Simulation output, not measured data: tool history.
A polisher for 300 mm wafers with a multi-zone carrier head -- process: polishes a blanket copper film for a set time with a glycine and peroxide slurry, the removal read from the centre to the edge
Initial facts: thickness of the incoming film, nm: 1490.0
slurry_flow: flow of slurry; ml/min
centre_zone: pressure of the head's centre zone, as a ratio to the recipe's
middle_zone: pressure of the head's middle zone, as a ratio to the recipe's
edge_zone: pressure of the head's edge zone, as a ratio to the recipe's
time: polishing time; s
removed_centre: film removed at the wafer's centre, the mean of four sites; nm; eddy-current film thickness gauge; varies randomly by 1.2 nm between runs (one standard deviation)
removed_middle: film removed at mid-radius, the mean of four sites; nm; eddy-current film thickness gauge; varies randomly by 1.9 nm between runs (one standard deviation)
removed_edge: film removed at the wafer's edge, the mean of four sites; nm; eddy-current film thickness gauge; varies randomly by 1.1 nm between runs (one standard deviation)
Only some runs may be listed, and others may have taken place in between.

{"run": 1, "hour": 0.0, "slurry_flow": 180, "centre_zone": 1.0, "middle_zone": 1.0, "edge_zone": 1.0, "time": 49, "removed_centre": 270.06, "removed_middle": 273.07, "removed_edge": 267.65}
{"run": 2, "hour": 4.7, "slurry_flow": 145, "centre_zone": 1.0, "middle_zone": 1.0, "edge_zone": 1.0, "time": 49, "removed_centre": 258.51, "removed_middle": 260.18, "removed_edge": 257.18}
{"run": 3, "hour": 11.4, "slurry_flow": 145, "centre_zone": 1.04, "middle_zone": 1.0, "edge_zone": 1.0, "time": 49, "removed_centre": 265.74, "removed_middle": 256.47, "removed_edge": 259.72}
{"run": 4, "hour": 18.5, "slurry_flow": 145, "centre_zone": 1.04, "middle_zone": 1.0, "edge_zone": 1.0, "time": 61, "removed_centre": 334.37, "removed_middle": 321.74, "removed_edge": 319.91}
{"run": 5, "hour": 26.3, "slurry_flow": 145, "centre_zone": 0.97, "middle_zone": 1.0, "edge_zone": 1.0, "time": 61, "removed_centre": 307.57, "removed_middle": 328.61, "removed_edge": 323.98}
{"run": 6, "hour": 34.6, "slurry_flow": 145, "centre_zone": 0.98, "middle_zone": 0.97, "edge_zone": 0.96, "time": 53, "removed_centre": 272.7, "removed_middle": 278.28, "removed_edge": 274.71}

Run 7, settings as shown, results not yet in. Your forecast:
{"run": 7, "hour": 41.7, "slurry_flow": 140, "centre_zone": 0.99, "middle_zone": 0.94, "edge_zone": 0.94, "time": 47, "removed_centre": "?", "removed_middle": "?", "removed_edge": "?"}

{"run 7": {"removed_centre": 243.86, "removed_middle": 239.95, "removed_edge": 240.12}}
